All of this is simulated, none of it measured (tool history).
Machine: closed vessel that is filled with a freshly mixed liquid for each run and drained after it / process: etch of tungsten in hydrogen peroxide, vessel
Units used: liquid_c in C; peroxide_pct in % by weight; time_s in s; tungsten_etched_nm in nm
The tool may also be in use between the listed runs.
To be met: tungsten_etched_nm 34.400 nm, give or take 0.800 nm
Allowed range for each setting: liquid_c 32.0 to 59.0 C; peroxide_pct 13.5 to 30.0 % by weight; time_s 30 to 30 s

run  hour  liquid_c  peroxide_pct  time_s  tungsten_etched_nm
  1   0.0      43.0          25.5      30              55.086
  2   5.8      43.0          22.5      30              51.786
  3  10.1      39.5          22.5      30              41.683
  4  14.6      44.5          22.5      30              56.957
  5  18.5      44.5          22.5      30              57.115
  6  20.8      44.5          22.5      30              57.123
  7  26.6      43.5          22.5      30              53.426
  8  33.7      35.5          22.5      30              31.963

Which single option among these 4 for the next run brings every result within its allowed miss of target? Just one does.
  A  40.8      34.0          26.0      30                   ?
  B  40.8      36.5          20.0      30                   ?
  C  40.8      36.0          21.5      30                   ?
  D  40.8      34.5          30.0      30                   ?

move  tungsten_etched_nm
   A              30.896
   B              32.048
   C              32.138
   D              34.328
A: the biggest miss grows against the last run
B: just as far off the targets as the last run
C: better than the last run, though not everything is in spec
D: in spec on every target
D is the move that brings every result within its allowed miss.
